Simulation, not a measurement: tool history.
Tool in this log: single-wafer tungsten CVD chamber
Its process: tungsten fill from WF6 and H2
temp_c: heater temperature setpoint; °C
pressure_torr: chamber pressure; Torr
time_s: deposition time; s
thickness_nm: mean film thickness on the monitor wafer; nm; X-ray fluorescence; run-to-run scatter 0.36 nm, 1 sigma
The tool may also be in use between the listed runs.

run,hour,temp_c,pressure_torr,time_s,thickness_nm
1,0,370,35.7,27.2,47.261
2,5,375,36,27.2,53.765
3,14,378,36.1,27.2,57.775
4,15.1,380,36.2,27.2,60.874
5,16,382,36.3,27.2,63.351
6,22.2,374,36.3,27.2,52.829
7,26,377,36.4,27.2,56.646

What does the tool deliver on the next run?
8,31.6,379,36.5,27.2,?

{"run 8": {"thickness_nm": 58.745}}
